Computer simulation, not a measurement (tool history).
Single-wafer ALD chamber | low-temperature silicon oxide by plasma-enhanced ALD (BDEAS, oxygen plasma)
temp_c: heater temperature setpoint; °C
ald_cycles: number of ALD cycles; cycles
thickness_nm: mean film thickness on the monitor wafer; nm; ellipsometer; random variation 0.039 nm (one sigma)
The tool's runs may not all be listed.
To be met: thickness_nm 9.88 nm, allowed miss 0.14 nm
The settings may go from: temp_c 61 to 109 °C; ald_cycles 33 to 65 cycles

Run 1, hour 0: temp_c 85 °C, ald_cycles 49 cycles. Result: thickness_nm 7.491 nm.
Run 2, hour 5.4: temp_c 93 °C, ald_cycles 49 cycles. Result: thickness_nm 7.3585 nm.
Run 3, hour 10.9: temp_c 87 °C, ald_cycles 53 cycles. Result: thickness_nm 8.0667 nm.
Run 4, hour 18.3: temp_c 82 °C, ald_cycles 56 cycles. Result: thickness_nm 8.7052 nm.
At hour 23.9: thermocouple changed; heater temperature recalibrated.
Run 5, hour 23.9: temp_c 78 °C, ald_cycles 58 cycles. Result: thickness_nm 8.922 nm.
Run 6, hour 30.7: temp_c 78 °C, ald_cycles 61 cycles. Result: thickness_nm 9.4473 nm.
Run 7, hour 35.9: temp_c 76 °C, ald_cycles 62 cycles. Result: thickness_nm 9.6487 nm.
Run 8, hour 41.1: temp_c 75 °C, ald_cycles 62 cycles. Result: thickness_nm 9.7182 nm.
Run 9, hour 48.5: temp_c 74 °C, ald_cycles 62 cycles. Result: thickness_nm 9.7154 nm.
Run 10, hour 49.9: temp_c 73 °C, ald_cycles 62 cycles. Result: thickness_nm 9.6905 nm.
Run 11, hour 56.2: temp_c 73 °C, ald_cycles 62 cycles. Result: thickness_nm 9.7323 nm.

4 next moves are on the table. One of them brings every result within its allowed miss. Which?
Run A, hour 62.5: temp_c 74 °C, ald_cycles 63 cycles. Result: thickness_nm ?.
Run B, hour 62.5: temp_c 75 °C, ald_cycles 61 cycles. Result: thickness_nm ?.
Run C, hour 62.5: temp_c 64 °C, ald_cycles 60 cycles. Result: thickness_nm ?.
Run D, hour 62.5: temp_c 74 °C, ald_cycles 65 cycles. Result: thickness_nm ?.

move  thickness_nm
   A        9.8109
   B        9.4718
   C        9.6163
   D        10.122
A: meets every target
B: further off than the last run
C: further off than the last run
D: takes the result that was furthest off past its target
The right move is A.

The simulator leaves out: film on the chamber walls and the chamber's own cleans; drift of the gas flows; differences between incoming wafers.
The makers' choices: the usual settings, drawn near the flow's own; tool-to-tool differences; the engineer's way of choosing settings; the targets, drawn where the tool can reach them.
